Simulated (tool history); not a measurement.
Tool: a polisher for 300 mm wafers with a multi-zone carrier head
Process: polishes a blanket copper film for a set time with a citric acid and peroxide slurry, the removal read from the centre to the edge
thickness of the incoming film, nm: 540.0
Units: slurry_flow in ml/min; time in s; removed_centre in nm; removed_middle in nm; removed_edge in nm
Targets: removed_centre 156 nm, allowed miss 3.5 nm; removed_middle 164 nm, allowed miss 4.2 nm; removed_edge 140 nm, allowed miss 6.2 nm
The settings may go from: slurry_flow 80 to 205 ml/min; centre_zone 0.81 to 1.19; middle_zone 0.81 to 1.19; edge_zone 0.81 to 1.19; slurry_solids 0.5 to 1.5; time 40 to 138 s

run 1 day=0 | slurry_flow=135 centre_zone=1 middle_zone=1 edge_zone=1 slurry_solids=1 time=88 | removed_centre=162.81 removed_middle=160.71 removed_edge=162.71
run 2 day=0.125 | slurry_flow=135 centre_zone=0.92 middle_zone=1 edge_zone=1 slurry_solids=1 time=88 | removed_centre=149.38 removed_middle=162.13 removed_edge=164.4
run 3 day=0.304 | slurry_flow=135 centre_zone=0.92 middle_zone=1 edge_zone=1 slurry_solids=1 time=102 | removed_centre=174.33 removed_middle=188.59 removed_edge=188.64
run 4 day=0.617 | slurry_flow=135 centre_zone=0.92 middle_zone=1 edge_zone=0.92 slurry_solids=1 time=102 | removed_centre=175.99 removed_middle=189.68 removed_edge=186.43
run 5 day=0.646 | slurry_flow=135 centre_zone=0.93 middle_zone=1.01 edge_zone=0.91 slurry_solids=0.95 time=101 | removed_centre=170.65 removed_middle=186 removed_edge=180.09
run 6 day=1.008 | slurry_flow=135 centre_zone=0.95 middle_zone=1.02 edge_zone=0.9 slurry_solids=0.9 time=100 | removed_centre=171.19 removed_middle=182.45 removed_edge=171.78
run 7 day=1.079 | slurry_flow=130 centre_zone=0.96 middle_zone=1.02 edge_zone=0.89 slurry_solids=0.85 time=100 | removed_centre=167.97 removed_middle=175.75 removed_edge=171.46
run 8 day=1.292 | slurry_flow=130 centre_zone=0.97 middle_zone=1.03 edge_zone=0.88 slurry_solids=0.8 time=99 | removed_centre=162.46 removed_middle=172.3 removed_edge=164.12
run 9 day=1.558 | slurry_flow=130 centre_zone=0.98 middle_zone=1.04 edge_zone=0.87 slurry_solids=0.75 time=99 | removed_centre=162.43 removed_middle=168.26 removed_edge=155.85
run 10 day=1.929 | slurry_flow=130 centre_zone=0.98 middle_zone=1.05 edge_zone=0.86 slurry_solids=0.75 time=99 | removed_centre=162.3 removed_middle=170.62 removed_edge=153.27
run 11 day=2.267 | slurry_flow=120 centre_zone=0.99 middle_zone=1.07 edge_zone=0.84 slurry_solids=0.7 time=99 | removed_centre=157.86 removed_middle=164.99 removed_edge=147.93
-- day=2.462 slurry nozzle cleaned
run 12 day=2.462 | slurry_flow=120 centre_zone=1 middle_zone=1.09 edge_zone=0.82 slurry_solids=0.65 time=99 | removed_centre=160.54 removed_middle=170.64 removed_edge=147.9

Which of these 5 next moves meets every target?
run A day=2.658 | slurry_flow=120 centre_zone=1.01 middle_zone=1.11 edge_zone=0.81 slurry_solids=0.5 time=104 | removed_centre=? removed_middle=? removed_edge=?
run B day=2.658 | slurry_flow=130 centre_zone=1.04 middle_zone=1.09 edge_zone=0.81 slurry_solids=0.7 time=91 | removed_centre=? removed_middle=? removed_edge=?
run C day=2.658 | slurry_flow=80 centre_zone=1.06 middle_zone=1.11 edge_zone=0.82 slurry_solids=0.55 time=105 | removed_centre=? removed_middle=? removed_edge=?
run D day=2.658 | slurry_flow=125 centre_zone=1.16 middle_zone=1.16 edge_zone=0.81 slurry_solids=0.6 time=89 | removed_centre=? removed_middle=? removed_edge=?
run E day=2.658 | slurry_flow=120 centre_zone=1.01 middle_zone=0.89 edge_zone=0.89 slurry_solids=0.5 time=110 | removed_centre=? removed_middle=? removed_edge=?

move=A removed_centre=157.01 removed_middle=163.39 removed_edge=142.44
move=B removed_centre=163.92 removed_middle=163.59 removed_edge=143.52
move=C removed_centre=157.64 removed_middle=158.19 removed_edge=142.36
move=D removed_centre=167.93 removed_middle=155.59 removed_edge=132
move=E removed_centre=165.9 removed_middle=153.28 removed_edge=157.42
A: meets every target
B: brings the result that was furthest off to its target, and leaves another outside
C: takes the result that was furthest off past its target
D: takes the result that was furthest off past its target
E: takes the result that was furthest off past its target
Answer: A
